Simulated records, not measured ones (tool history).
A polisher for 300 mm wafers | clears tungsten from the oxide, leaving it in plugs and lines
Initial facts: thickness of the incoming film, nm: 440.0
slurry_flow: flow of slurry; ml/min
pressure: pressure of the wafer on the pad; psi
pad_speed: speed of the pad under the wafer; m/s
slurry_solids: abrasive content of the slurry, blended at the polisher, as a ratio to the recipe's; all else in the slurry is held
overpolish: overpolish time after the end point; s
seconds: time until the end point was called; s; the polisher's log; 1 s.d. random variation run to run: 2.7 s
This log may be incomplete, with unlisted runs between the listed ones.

run 1 hour=0 | slurry_flow=270 pressure=2.8 pad_speed=1 slurry_solids=1 overpolish=6 | seconds=162.19
run 2 hour=5.3 | slurry_flow=270 pressure=2.6 pad_speed=1 slurry_solids=1 overpolish=6 | seconds=171.21
run 3 hour=12.7 | slurry_flow=270 pressure=2 pad_speed=1 slurry_solids=1 overpolish=6 | seconds=193.69
run 4 hour=17.3 | slurry_flow=270 pressure=2 pad_speed=1 slurry_solids=1 overpolish=6 | seconds=196.92
run 5 hour=18 | slurry_flow=270 pressure=2 pad_speed=1.24 slurry_solids=1 overpolish=6 | seconds=171.9
run 6 hour=21.1 | slurry_flow=270 pressure=2 pad_speed=1.24 slurry_solids=0.9 overpolish=6 | seconds=177.3
run 7 hour=23.3 | slurry_flow=270 pressure=1.9 pad_speed=1.22 slurry_solids=0.9 overpolish=6 | seconds=182.03
run 8 hour=24.5 | slurry_flow=270 pressure=1.8 pad_speed=1.2 slurry_solids=0.9 overpolish=6 | seconds=190.94

Run 9 is up next; what results do you expect?
run 9 hour=29.6 | slurry_flow=270 pressure=1.7 pad_speed=1.18 slurry_solids=0.9 overpolish=6 | seconds=?

Run 9 measured seconds 197.91 s.
